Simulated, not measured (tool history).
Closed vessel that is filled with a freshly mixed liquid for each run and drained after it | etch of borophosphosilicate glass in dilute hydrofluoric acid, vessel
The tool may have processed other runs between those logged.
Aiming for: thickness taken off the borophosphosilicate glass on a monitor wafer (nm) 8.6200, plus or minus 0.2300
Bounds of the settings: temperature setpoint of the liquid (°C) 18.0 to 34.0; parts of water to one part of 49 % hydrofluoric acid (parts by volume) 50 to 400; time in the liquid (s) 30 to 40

run  hour  temperature setpoint of the liquid (°C)  parts of water to one part of 49 % hydrofluoric acid (parts by volume)  time in the liquid (s)  thickness taken off the borophosphosilicate glass on a monitor wafer (nm)
  1   0.0                                     26.0                                                                     225                      40                                                                     5.2175
  2   2.8                                     28.0                                                                     215                      40                                                                     5.9585
  3   3.9                                     29.5                                                                     210                      40                                                                     6.4205
  4  12.7                                     29.5                                                                     245                      40                                                                     5.2744
  5  19.0                                     30.5                                                                     230                      40                                                                     5.9624
  6  26.9                                     33.5                                                                     230                      40                                                                     6.5702
  7  29.8                                     34.0                                                                     175                      40                                                                     9.4250
  8  32.0                                     33.5                                                                     175                      40                                                                     9.2312

Next run, 5 choices. One meets every target within its allowed miss, the rest don't. Which?
  A  34.2                                     31.5                                                                     160                      40                                                                          ?
  B  34.2                                     32.5                                                                     190                      40                                                                          ?
  C  34.2                                     30.5                                                                     155                      40                                                                          ?
  D  34.2                                     30.0                                                                     180                      40                                                                          ?
  E  34.2                                     34.0                                                                     190                      40                                                                          ?

move  thickness taken off the borophosphosilicate glass on a monitor wafer (nm)
   A                                                                     9.6091
   B                                                                     8.0735
   C                                                                     9.6262
   D                                                                     7.8957
   E                                                                     8.5024
A: the biggest miss grows against the last run
B: carries the result that was furthest off beyond its target, to the other side
C: the biggest miss grows against the last run
D: carries the result that was furthest off beyond its target, to the other side
E: meets every target
The right move is E.
